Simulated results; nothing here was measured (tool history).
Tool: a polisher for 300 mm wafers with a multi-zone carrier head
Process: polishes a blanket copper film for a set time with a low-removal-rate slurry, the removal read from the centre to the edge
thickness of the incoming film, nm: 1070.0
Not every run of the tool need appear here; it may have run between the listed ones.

| run | hour | flow of slurry (ml/min) | pressure of the head's centre zone | pressure of the head's middle zone | pressure of the head's edge zone | abrasive content of the slurry | polishing time (s) | film removed at the wafer's centre (angstrom) | film removed at mid-radius (angstrom) | film removed at the wafer's edge (angstrom) |
|---|---|---|---|---|---|---|---|---|---|---|
| 1 | 0 | 125 | 1 | 1 | 1 | 1 | 77 | 1324.8 | 1308.4 | 1374 |
| 2 | 1.6 | 110 | 0.94 | 1.01 | 0.94 | 0.85 | 64 | 950.35 | 1030.1 | 1032.2 |
| 3 | 7.1 | 105 | 0.9 | 1.02 | 0.91 | 0.75 | 56 | 743.15 | 861.67 | 848.05 |
| 4 | 12.5 | 100 | 0.88 | 1.03 | 0.88 | 0.65 | 52 | 642.8 | 755.77 | 740.24 |
| 5 | 19.1 | 100 | 0.88 | 1.03 | 0.88 | 0.55 | 52 | 622.47 | 712.6 | 692.21 |
| 6 | 21.4 | 95 | 0.86 | 1.05 | 0.86 | 0.55 | 51 | 576.46 | 700.06 | 675.5 |
| 7 | 21.9 | 95 | 0.86 | 1.07 | 0.85 | 0.55 | 50 | 557.88 | 706.51 | 652.17 |

Run 8 is up next; what results do you expect?
| 8 | 26.7 | 90 | 0.85 | 1.07 | 0.84 | 0.55 | 49 | ? | ? | ? |

{"run 8": {"film removed at the wafer's centre (angstrom)": 536.55, "film removed at mid-radius (angstrom)": 673.29, "film removed at the wafer's edge (angstrom)": 637.09}}
